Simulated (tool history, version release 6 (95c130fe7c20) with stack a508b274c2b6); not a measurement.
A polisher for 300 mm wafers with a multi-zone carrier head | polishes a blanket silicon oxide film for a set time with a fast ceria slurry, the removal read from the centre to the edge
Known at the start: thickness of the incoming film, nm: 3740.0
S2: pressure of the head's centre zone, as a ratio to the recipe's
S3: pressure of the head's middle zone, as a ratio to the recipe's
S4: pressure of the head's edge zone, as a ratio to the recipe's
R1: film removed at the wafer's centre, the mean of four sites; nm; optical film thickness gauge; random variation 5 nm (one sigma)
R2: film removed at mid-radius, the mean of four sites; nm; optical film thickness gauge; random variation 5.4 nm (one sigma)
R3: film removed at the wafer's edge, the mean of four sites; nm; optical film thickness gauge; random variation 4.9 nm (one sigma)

run 1 hour=0 | flow_of_slurry_(ml/min)=195 S2=1 S3=1 S4=1 polishing_time_(s)=47 | R1=478.27 R2=484.81 R3=479.94
run 2 hour=0.7 | flow_of_slurry_(ml/min)=205 S2=1.02 S3=1 S4=1.01 polishing_time_(s)=47 | R1=493.82 R2=487.49 R3=470.35
run 3 hour=9.1 | flow_of_slurry_(ml/min)=205 S2=1.02 S3=1 S4=0.97 polishing_time_(s)=47 | R1=487.43 R2=487.97 R3=482.15
run 4 hour=9.9 | flow_of_slurry_(ml/min)=165 S2=1.02 S3=1 S4=0.97 polishing_time_(s)=47 | R1=472.39 R2=468.28 R3=453.97
run 5 hour=18.4 | flow_of_slurry_(ml/min)=165 S2=1.02 S3=1.08 S4=0.97 polishing_time_(s)=47 | R1=480.89 R2=513.23 R3=469.77
run 6 hour=19.9 | flow_of_slurry_(ml/min)=165 S2=1.02 S3=1.03 S4=0.97 polishing_time_(s)=47 | R1=470.08 R2=480.01 R3=458.95

Forecast run 7:
run 7 hour=22.3 | flow_of_slurry_(ml/min)=180 S2=1.03 S3=1.02 S4=0.98 polishing_time_(s)=47 | R1=? R2=? R3=?

Run 7 gave R1 494.37 nm, R2 496.07 nm, R3 466.82 nm.
